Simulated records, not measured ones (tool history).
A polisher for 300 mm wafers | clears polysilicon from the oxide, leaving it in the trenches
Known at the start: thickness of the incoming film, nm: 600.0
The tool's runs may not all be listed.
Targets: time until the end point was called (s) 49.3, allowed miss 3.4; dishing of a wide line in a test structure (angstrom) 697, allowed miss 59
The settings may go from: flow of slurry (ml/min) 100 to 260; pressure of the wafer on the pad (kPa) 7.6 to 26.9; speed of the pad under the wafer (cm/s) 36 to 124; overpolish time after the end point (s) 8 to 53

| run | hour | flow of slurry (ml/min) | pressure of the wafer on the pad (kPa) | speed of the pad under the wafer (cm/s) | overpolish time after the end point (s) | time until the end point was called (s) | dishing of a wide line in a test structure (angstrom) |
|---|---|---|---|---|---|---|---|
| 1 | 0 | 165 | 17.2 | 80 | 27 | 67.45 | 701.19 |
| 2 | 2.3 | 165 | 17.9 | 80 | 25 | 65.976 | 678.46 |
| 3 | 6.6 | 190 | 17.9 | 80 | 25 | 61.436 | 668.79 |
| 4 | 14.4 | 190 | 17.9 | 68 | 25 | 75.201 | 661.47 |
| 5 | 19.3 | 190 | 17.9 | 58 | 25 | 85.205 | 631.81 |
| 6 | 21.1 | 190 | 17.9 | 66 | 25 | 75.633 | 641.16 |
| 7 | 26.8 | 190 | 19.3 | 68 | 26 | 72.082 | 652.43 |
| 8 | 34.6 | 190 | 20.7 | 72 | 27 | 61.965 | 702.62 |
| 9 | 38.4 | 195 | 21.4 | 72 | 25 | 58.59 | 671.59 |
| 10 | 45.8 | 195 | 22.1 | 72 | 25 | 56.37 | 677.06 |
| 11 | 49.2 | 195 | 22.8 | 72 | 25 | 56.153 | 694.98 |
| 12 | 51.1 | 200 | 23.4 | 72 | 25 | 54.358 | 730.12 |

Which of these 4 next moves meets every target?
| A | 53 | 180 | 22.1 | 70 | 24 | ? | ? |
| B | 53 | 210 | 25.5 | 62 | 29 | ? | ? |
| C | 53 | 195 | 23.4 | 88 | 21 | ? | ? |
| D | 53 | 225 | 26.9 | 68 | 36 | ? | ? |

| move | time until the end point was called (s) | dishing of a wide line in a test structure (angstrom) |
|---|---|---|
| A | 59.228 | 696.2 |
| B | 56.49 | 711 |
| C | 44.18 | 707.22 |
| D | 48.651 | 719.62 |
A: further off than the last run
B: further off than the last run
C: takes the result that was furthest off past its target
D: meets every target
Move D is the one to make.
